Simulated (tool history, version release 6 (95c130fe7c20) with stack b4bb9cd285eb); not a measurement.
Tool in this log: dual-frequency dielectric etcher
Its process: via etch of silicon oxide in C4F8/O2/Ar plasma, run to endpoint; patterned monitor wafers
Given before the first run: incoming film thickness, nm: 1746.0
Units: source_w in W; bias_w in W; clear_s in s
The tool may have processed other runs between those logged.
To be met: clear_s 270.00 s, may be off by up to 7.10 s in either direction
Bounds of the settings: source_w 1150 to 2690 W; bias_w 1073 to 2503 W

run	hour	source_w	bias_w	clear_s
1	0.0	1920	1788	313.61
2	1.9	2060	1837	304.06
3	3.9	2220	1837	297.27
4	9.2	2320	1899	288.16
5	10.0	2320	1638	302.70
6	18.0	2410	1718	292.46
7	24.9	2480	1768	287.38
8	31.2	2530	1810	286.74
9	39.7	2570	1879	279.74

Exactly one of the 4 candidate moves below puts every result within its allowed miss. Which one?
A	48.2	2690	2343	?
B	48.2	2530	2136	?
C	48.2	2410	1931	?
D	48.2	2460	1825	?

move	clear_s
A	257.06
B	269.60
C	281.88
D	283.83
A: the result that was furthest off in the last run now lies on the other side of its target
B: every result within its allowed miss
C: its largest miss is bigger than the last run's
D: its largest miss is bigger than the last run's
B is the move that brings every result within its allowed miss.

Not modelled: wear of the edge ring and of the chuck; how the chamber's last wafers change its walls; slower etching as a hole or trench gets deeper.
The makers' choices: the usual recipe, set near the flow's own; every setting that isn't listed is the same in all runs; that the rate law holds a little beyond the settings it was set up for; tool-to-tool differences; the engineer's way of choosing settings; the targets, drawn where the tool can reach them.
